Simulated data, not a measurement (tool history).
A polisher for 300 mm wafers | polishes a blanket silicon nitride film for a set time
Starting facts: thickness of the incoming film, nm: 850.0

run,hour,flow of slurry (ml/min),pressure of the wafer on the pad (kPa),speed of the pad under the wafer (cm/s),polishing time (s),film removed (Å)
1,0.0,230,29.6,84,54,800.28
2,7.6,230,33.1,84,54,890.19
3,14.1,230,33.1,96,54,986.19
4,18.9,190,33.1,96,54,947.99
5,21.9,190,33.1,76,54,791.29
6,30.0,190,37.9,76,54,913.00

Expected results for the next run?
7,35.0,205,40.0,76,54,?

Run 7 produced film removed (Å) 983.71.
